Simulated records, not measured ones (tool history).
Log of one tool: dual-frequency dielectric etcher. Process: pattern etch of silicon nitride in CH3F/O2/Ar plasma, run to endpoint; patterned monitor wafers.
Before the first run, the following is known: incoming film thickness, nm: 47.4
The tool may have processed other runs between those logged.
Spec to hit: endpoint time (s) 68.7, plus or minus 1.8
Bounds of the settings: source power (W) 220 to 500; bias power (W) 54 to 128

run,day,source power (W),bias power (W),endpoint time (s)
1,0,360,91,60.467
2,0.267,360,75,64.276
3,0.508,350,74,65.354
4,0.562,340,73,66.877
5,0.921,390,73,62.031
6,0.992,380,72,62.908
7,1.021,370,71,63.96
8,1.333,360,70,65.131
9,1.5,350,69,66.76

Exercise: of the 4 proposed moves below, exactly one satisfies all targets within the stated allowed misses. Which move is it?
A,1.667,310,65,?
B,1.667,370,74,?
C,1.667,330,70,?
D,1.667,340,54,?

move,endpoint time (s)
A,72.46
B,63.296
C,68.46
D,72.345
A: moves the result that the last run missed by most past its target, out the other side
B: lands further from the targets than the last run did
C: all results land within tolerance of their targets
D: moves the result that the last run missed by most past its target, out the other side
C meets every target.

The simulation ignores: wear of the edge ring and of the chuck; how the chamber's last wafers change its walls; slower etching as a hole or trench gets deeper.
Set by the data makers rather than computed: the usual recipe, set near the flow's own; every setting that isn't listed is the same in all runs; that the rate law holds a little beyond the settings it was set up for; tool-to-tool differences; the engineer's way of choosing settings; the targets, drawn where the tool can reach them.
